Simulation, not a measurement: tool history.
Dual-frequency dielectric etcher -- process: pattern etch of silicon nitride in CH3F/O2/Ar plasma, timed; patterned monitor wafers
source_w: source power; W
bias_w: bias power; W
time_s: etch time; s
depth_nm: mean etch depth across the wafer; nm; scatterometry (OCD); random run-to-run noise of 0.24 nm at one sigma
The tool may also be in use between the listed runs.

{"run": 1, "hour": 0.0, "source_w": 450, "bias_w": 61, "time_s": 56.5, "depth_nm": 41.989}
{"run": 2, "hour": 2.4, "source_w": 380, "bias_w": 61, "time_s": 56.5, "depth_nm": 39.785}
{"run": 3, "hour": 11.1, "source_w": 380, "bias_w": 69, "time_s": 56.5, "depth_nm": 42.257}
{"run": 4, "hour": 15.9, "source_w": 360, "bias_w": 66, "time_s": 56.5, "depth_nm": 40.151}
{"run": 5, "hour": 16.9, "source_w": 340, "bias_w": 64, "time_s": 56.5, "depth_nm": 38.591}
{"run": 6, "hour": 25.7, "source_w": 340, "bias_w": 64, "time_s": 59, "depth_nm": 40.375}
{"run": 7, "hour": 30.4, "source_w": 280, "bias_w": 52, "time_s": 57.5, "depth_nm": 33.56}
{"run": 8, "hour": 34.8, "source_w": 290, "bias_w": 52, "time_s": 57.5, "depth_nm": 33.763}

Predict the results of run 9:
{"run": 9, "hour": 37.9, "source_w": 300, "bias_w": 52, "time_s": 57.5, "depth_nm": "?"}

Run 9 yielded depth_nm 34.366 nm.
